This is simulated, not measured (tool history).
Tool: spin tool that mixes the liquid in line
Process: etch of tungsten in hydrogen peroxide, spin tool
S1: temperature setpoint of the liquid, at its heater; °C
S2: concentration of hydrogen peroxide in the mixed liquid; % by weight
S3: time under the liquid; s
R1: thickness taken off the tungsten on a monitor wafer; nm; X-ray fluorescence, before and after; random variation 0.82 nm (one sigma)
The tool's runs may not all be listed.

run,hour,S1,S2,S3,R1
1,0.0,55.0,15,50,170.02
2,6.0,48.0,15,50,110.52
3,6.8,48.0,17,50,119.59
4,15.9,49.0,17,50,126.40
5,20.2,49.0,17,55,139.31
6,27.0,52.5,17,55,173.59
7,27.9,51.5,17,55,163.21

The next listed run, before its measurement:
8,29.2,51.0,17,55,?

{"run 8": {"R1": 158.08}}
